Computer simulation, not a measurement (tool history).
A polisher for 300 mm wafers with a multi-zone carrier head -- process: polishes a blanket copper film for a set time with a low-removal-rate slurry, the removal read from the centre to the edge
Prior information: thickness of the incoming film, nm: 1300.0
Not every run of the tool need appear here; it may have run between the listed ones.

run,day,flow of slurry (ml/min),pressure of the head's centre zone,pressure of the head's middle zone,pressure of the head's edge zone,abrasive content of the slurry,polishing time (s),film removed at the wafer's centre (nm),film removed at mid-radius (nm),film removed at the wafer's edge (nm)
1,0.000,200,1.00,1.00,1.00,1.00,44,160.63,152.960,159.38
2,0.212,200,1.00,1.00,1.00,1.00,48,176.58,166.530,171.15
3,0.354,190,1.02,0.95,0.98,0.85,42,141.33,135.270,140.27
4,0.571,190,1.02,0.95,0.90,0.85,42,142.95,132.330,135.65
5,0.717,190,1.07,0.91,0.96,0.90,36,131.71,111.190,121.51
6,1.025,180,1.09,0.88,1.00,0.85,33,119.45,95.996,111.49
7,1.275,170,1.10,0.86,1.00,0.80,33,120.05,93.679,108.86
8,1.596,165,1.10,0.85,1.02,0.75,32,110.84,88.662,105.09
9,1.725,160,1.12,0.84,1.03,0.70,32,109.11,85.730,100.99

Run 10 is up next; what results do you expect?
10,2.100,155,1.13,0.83,1.05,0.70,32,?,?,?

film removed at the wafer's centre (nm): 108.53
film removed at mid-radius (nm): 83.094
film removed at the wafer's edge (nm): 103.70

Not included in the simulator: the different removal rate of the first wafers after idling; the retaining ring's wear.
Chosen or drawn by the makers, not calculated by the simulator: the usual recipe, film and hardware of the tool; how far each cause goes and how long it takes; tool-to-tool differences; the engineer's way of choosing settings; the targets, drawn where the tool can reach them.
